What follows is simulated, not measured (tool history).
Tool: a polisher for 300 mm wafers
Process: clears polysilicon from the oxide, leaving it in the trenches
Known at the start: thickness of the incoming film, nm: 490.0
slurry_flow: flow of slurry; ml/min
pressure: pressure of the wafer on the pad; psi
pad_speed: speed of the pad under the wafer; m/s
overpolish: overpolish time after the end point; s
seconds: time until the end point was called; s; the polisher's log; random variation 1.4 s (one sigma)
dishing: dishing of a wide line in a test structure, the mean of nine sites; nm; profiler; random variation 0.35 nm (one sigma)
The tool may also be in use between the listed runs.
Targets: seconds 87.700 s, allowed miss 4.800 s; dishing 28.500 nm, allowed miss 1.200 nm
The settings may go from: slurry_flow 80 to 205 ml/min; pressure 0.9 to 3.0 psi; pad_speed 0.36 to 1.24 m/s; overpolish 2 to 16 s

run,hour,slurry_flow,pressure,pad_speed,overpolish,seconds,dishing
1,0.0,135,1.9,0.80,8,60.362,38.156
2,5.9,135,1.9,0.60,8,80.610,33.551
3,7.6,135,1.4,0.60,8,104.390,27.077
4,12.1,135,1.4,0.50,8,126.780,24.082
5,12.7,140,1.6,0.50,7,113.170,24.046
6,21.1,140,1.6,0.50,9,110.490,28.703
7,23.9,140,1.7,0.50,8,105.200,27.779
8,28.4,140,1.8,0.50,8,99.530,29.140
9,35.5,140,1.9,0.50,8,95.573,29.542

Which of these 5 next moves meets every target?
A,42.6,120,2.1,0.46,9,?,?
B,42.6,125,2.0,0.46,8,?,?
C,42.6,115,2.7,0.40,8,?,?
D,42.6,110,2.4,0.40,8,?,?
E,42.6,180,1.7,0.58,7,?,?

move,seconds,dishing
A,94.950,31.768
B,98.944,28.649
C,85.358,31.544
D,96.448,29.143
E,88.254,28.280
A: further off than the last run
B: further off than the last run
C: brings the result that was furthest off to its target, and leaves another outside
D: further off than the last run
E: meets every target
Move E is the one to make.
